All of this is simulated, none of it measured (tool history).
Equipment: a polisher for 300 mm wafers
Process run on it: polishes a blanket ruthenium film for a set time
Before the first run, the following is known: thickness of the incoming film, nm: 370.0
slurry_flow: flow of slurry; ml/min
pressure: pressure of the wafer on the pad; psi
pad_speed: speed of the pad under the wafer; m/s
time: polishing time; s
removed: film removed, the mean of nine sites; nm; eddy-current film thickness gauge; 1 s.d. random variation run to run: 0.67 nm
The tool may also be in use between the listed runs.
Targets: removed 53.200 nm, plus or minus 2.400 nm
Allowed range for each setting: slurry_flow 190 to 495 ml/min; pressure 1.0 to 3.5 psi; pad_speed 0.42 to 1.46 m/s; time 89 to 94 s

run	day	slurry_flow	pressure	pad_speed	time	removed
1	0.000	320	2.2	0.94	89	92.760
2	0.208	320	1.8	0.92	89	77.394
3	0.417	320	1.8	0.92	89	77.061
4	0.471	320	1.8	1.14	89	96.070
5	0.817	255	1.8	1.14	89	93.342
6	0.992	255	1.8	0.98	89	79.978
7	1.125	255	1.5	0.96	89	69.347
8	1.308	255	1.3	0.94	89	60.825
9	1.367	255	1.2	0.94	89	57.204

Which single option among these 4 for the next run brings every result within its allowed miss of target? Just one does.
A	1.425	240	1.2	0.86	92	?
B	1.425	210	1.4	0.88	89	?
C	1.425	295	1.3	0.92	93	?
D	1.425	290	1.6	0.78	90	?

move	removed
A	52.026
B	57.232
C	60.284
D	58.209
A: every result within its allowed miss
B: about as far from the targets as the last run
C: misses by more than the last run did
D: misses by more than the last run did
A meets every target.

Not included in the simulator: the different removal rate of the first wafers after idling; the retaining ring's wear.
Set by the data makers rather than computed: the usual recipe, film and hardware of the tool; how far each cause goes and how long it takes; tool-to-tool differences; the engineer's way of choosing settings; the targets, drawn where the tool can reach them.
